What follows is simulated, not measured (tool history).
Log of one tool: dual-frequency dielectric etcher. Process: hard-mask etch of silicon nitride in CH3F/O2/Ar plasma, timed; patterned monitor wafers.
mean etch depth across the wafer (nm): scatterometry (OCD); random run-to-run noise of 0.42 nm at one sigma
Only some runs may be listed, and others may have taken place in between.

run	hour	source power (kW)	bias power (kW)	etch time (s)	mean etch depth across the wafer (nm)
1	0.0	0.510	0.060	141.0	101.210
2	6.2	0.510	0.053	141.0	94.803
3	7.5	0.560	0.053	141.0	97.878
4	14.3	0.560	0.062	141.0	104.440
5	16.9	0.580	0.062	141.0	106.100
6	21.3	0.590	0.062	141.0	106.030

Run 7, settings as shown, results not yet in. Your forecast:
7	23.2	0.600	0.062	141.0	?

Run 7 came out at mean etch depth across the wafer (nm) 106.050.
